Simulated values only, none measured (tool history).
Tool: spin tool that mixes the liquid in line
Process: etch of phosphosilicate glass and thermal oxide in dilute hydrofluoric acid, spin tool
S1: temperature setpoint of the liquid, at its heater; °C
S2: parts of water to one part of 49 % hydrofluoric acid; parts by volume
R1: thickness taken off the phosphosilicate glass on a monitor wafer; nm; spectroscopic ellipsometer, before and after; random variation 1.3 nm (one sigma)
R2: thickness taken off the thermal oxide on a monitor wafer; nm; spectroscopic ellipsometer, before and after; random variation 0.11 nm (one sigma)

Run 1, day 0: S1 22 °C, S2 100 parts by volume, time under the liquid (s) 30. Result: R1 65.427 nm, R2 1.2694 nm.
Run 2, day 0.096: S1 23.5 °C, S2 85 parts by volume, time under the liquid (s) 30. Result: R1 83.73 nm, R2 1.5928 nm.
Run 3, day 0.254: S1 25 °C, S2 75 parts by volume, time under the liquid (s) 30. Result: R1 102.49 nm, R2 1.8744 nm.
Run 4, day 0.358: S1 22 °C, S2 75 parts by volume, time under the liquid (s) 30. Result: R1 90.221 nm, R2 1.7389 nm.
Run 5, day 0.646: S1 22 °C, S2 75 parts by volume, time under the liquid (s) 35. Result: R1 104.85 nm, R2 2.0071 nm.
Run 6, day 0.862: S1 22 °C, S2 50 parts by volume, time under the liquid (s) 35. Result: R1 164.11 nm, R2 3.1956 nm.
At day 1.004: hydrofluoric acid flow meter replaced.
Run 7, day 1.004: S1 26 °C, S2 50 parts by volume, time under the liquid (s) 35. Result: R1 175.12 nm, R2 3.2795 nm.

The next listed run, before its measurement:
Run 8, day 1.212: S1 26.5 °C, S2 50 parts by volume, time under the liquid (s) 35. Result: R1 ?, R2 ?.

R1: 178.24 nm
R2: 3.3667 nm
